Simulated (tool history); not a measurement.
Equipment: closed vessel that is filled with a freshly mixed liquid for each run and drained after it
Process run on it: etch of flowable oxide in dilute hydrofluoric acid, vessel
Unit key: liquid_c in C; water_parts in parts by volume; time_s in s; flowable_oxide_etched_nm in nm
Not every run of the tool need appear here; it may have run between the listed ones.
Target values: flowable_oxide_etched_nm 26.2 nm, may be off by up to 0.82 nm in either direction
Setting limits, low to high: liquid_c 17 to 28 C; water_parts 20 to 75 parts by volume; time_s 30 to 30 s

| run | hour | liquid_c | water_parts | time_s | flowable_oxide_etched_nm |
|---|---|---|---|---|---|
| 1 | 0 | 20 | 45 | 30 | 14.34 |
| 2 | 2.9 | 22 | 40 | 30 | 17.742 |
| 3 | 7.6 | 22 | 25 | 30 | 29.17 |
| 4 | 12.6 | 21.5 | 25 | 30 | 27.972 |
| 5 | 21.5 | 21.5 | 35 | 30 | 20.273 |
| 6 | 23 | 21.5 | 35 | 30 | 19.95 |
| 7 | 26.8 | 23 | 35 | 30 | 20.922 |
|  | 31.3 | hydrofluoric acid flow meter replaced |
| 8 | 31.3 | 24 | 35 | 30 | 19.584 |
| 9 | 37.1 | 23.5 | 35 | 30 | 19.735 |
| 10 | 41.7 | 23 | 35 | 30 | 18.949 |

Which one of the following 5 next-run settings gets every result inside its allowed miss? There is exactly one.
| A | 46.3 | 21.5 | 45 | 30 | ? |
| B | 46.3 | 23 | 30 | 30 | ? |
| C | 46.3 | 22 | 25 | 30 | ? |
| D | 46.3 | 23.5 | 25 | 30 | ? |
| E | 46.3 | 27 | 35 | 30 | ? |

| move | flowable_oxide_etched_nm |
|---|---|
| A | 13.62 |
| B | 22.185 |
| C | 25.683 |
| D | 27.37 |
| E | 22.29 |
A: further off than the last run
B: nearer the targets than the last run, but a result is still out of spec
C: in spec on every target
D: carries the result that was furthest off beyond its target, to the other side
E: nearer the targets than the last run, but a result is still out of spec
The move that meets every target is C.
